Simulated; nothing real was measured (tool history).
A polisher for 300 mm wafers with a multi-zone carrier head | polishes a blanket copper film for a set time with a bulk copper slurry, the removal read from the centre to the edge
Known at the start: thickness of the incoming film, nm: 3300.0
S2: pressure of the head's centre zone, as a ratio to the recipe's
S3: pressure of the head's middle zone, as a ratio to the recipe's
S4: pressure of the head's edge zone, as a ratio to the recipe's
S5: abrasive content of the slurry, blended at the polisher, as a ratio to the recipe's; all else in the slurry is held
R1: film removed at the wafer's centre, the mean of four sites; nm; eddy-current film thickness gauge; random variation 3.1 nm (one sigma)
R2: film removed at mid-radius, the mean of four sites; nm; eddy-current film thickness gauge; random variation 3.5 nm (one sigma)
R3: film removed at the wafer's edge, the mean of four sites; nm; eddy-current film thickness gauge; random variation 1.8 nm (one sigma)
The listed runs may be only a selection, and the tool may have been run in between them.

Run 1, day 0.000: flow of slurry (ml/min) 235, S2 1.00, S3 1.00, S4 1.00, S5 1.00, polishing time (s) 37. Result: R1 349.77 nm, R2 339.03 nm, R3 352.99 nm.
Run 2, day 0.158: flow of slurry (ml/min) 235, S2 1.06, S3 1.00, S4 1.00, S5 1.00, polishing time (s) 37. Result: R1 374.79 nm, R2 346.75 nm, R3 346.68 nm.
Run 3, day 0.488: flow of slurry (ml/min) 235, S2 1.06, S3 1.00, S4 1.00, S5 1.00, polishing time (s) 41. Result: R1 408.83 nm, R2 391.71 nm, R3 394.00 nm.
Run 4, day 0.642: flow of slurry (ml/min) 235, S2 1.05, S3 0.99, S4 0.99, S5 0.95, polishing time (s) 40. Result: R1 389.08 nm, R2 356.38 nm, R3 376.55 nm.
Run 5, day 1.017: flow of slurry (ml/min) 235, S2 1.05, S3 1.00, S4 0.98, S5 0.90, polishing time (s) 39. Result: R1 369.86 nm, R2 353.63 nm, R3 355.81 nm.
Run 6, day 1.129: flow of slurry (ml/min) 270, S2 1.05, S3 1.00, S4 0.98, S5 0.90, polishing time (s) 39. Result: R1 382.95 nm, R2 365.60 nm, R3 357.14 nm.
Run 7, day 1.204: flow of slurry (ml/min) 270, S2 1.05, S3 0.99, S4 0.97, S5 0.85, polishing time (s) 38. Result: R1 369.16 nm, R2 334.39 nm, R3 338.75 nm.
Run 8, day 1.258: flow of slurry (ml/min) 270, S2 1.04, S3 0.99, S4 0.96, S5 0.80, polishing time (s) 37. Result: R1 354.69 nm, R2 331.11 nm, R3 324.11 nm.
Run 9, day 1.608: flow of slurry (ml/min) 270, S2 1.03, S3 0.98, S4 0.95, S5 0.75, polishing time (s) 36. Result: R1 331.42 nm, R2 311.22 nm, R3 309.36 nm.
Run 10, day 1.854: flow of slurry (ml/min) 270, S2 1.03, S3 0.97, S4 0.94, S5 0.70, polishing time (s) 35. Result: R1 319.32 nm, R2 294.77 nm, R3 290.18 nm.

Forecast run 11:
Run 11, day 2.004: flow of slurry (ml/min) 265, S2 1.02, S3 0.96, S4 0.93, S5 0.65, polishing time (s) 35. Result: R1 ?, R2 ?, R3 ?.

R1: 300.05 nm
R2: 286.77 nm
R3: 288.75 nm
